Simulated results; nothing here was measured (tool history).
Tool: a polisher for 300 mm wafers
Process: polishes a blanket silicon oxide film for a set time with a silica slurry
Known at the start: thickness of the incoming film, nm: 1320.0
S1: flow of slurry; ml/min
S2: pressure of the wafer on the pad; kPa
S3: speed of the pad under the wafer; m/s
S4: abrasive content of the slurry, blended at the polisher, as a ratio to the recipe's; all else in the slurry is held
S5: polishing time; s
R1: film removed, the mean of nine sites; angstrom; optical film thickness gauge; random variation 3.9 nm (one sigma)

run,hour,S1,S2,S3,S4,S5,R1
1,0.0,305,31.7,1.30,1.0,43,1859.1
2,4.0,305,28.3,1.30,1.0,43,1666.8
3,4.7,305,34.5,1.32,1.0,43,2080.7
4,12.1,305,38.6,1.34,1.0,43,2284.1
5,14.4,305,42.1,1.36,1.0,43,2507.6
6,22.2,305,42.1,1.20,1.0,43,2366.7

Forecast run 7:
7,27.6,305,44.8,1.26,1.0,43,?

Run 7 gave R1 2596.3 angstrom.
